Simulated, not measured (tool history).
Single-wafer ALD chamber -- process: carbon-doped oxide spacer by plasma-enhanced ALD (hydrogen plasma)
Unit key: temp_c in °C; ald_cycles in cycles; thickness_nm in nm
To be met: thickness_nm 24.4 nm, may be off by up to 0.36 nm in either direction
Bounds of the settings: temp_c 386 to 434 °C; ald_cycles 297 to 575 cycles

run  hour  temp_c  ald_cycles  thickness_nm
  1     0     410         436        21.734
  2   9.3     410         396        19.668
  3  14.4     407         410        20.708
  4  15.8     404         417        21.238
  5  25.4     401         424        21.758
  6  34.7     399         431        22.309
  7  36.7     397         436        22.764
  8  39.3     388         458        24.005

Exercise: of the 5 proposed moves below, exactly one satisfies all targets within the stated allowed misses. Which move is it?
  A  41.9     389         450             ?
  B  41.9     386         468             ?
  C  41.9     388         454             ?
  D  41.9     387         447             ?
  E  41.9     386         484             ?

move  thickness_nm
   A        23.623
   B        24.568
   C        23.833
   D        23.465
   E        25.408
A: further off than the last run
B: every result within its allowed miss
C: further off than the last run
D: further off than the last run
E: pushes the last run's worst result past its target
Move B is the one to make.

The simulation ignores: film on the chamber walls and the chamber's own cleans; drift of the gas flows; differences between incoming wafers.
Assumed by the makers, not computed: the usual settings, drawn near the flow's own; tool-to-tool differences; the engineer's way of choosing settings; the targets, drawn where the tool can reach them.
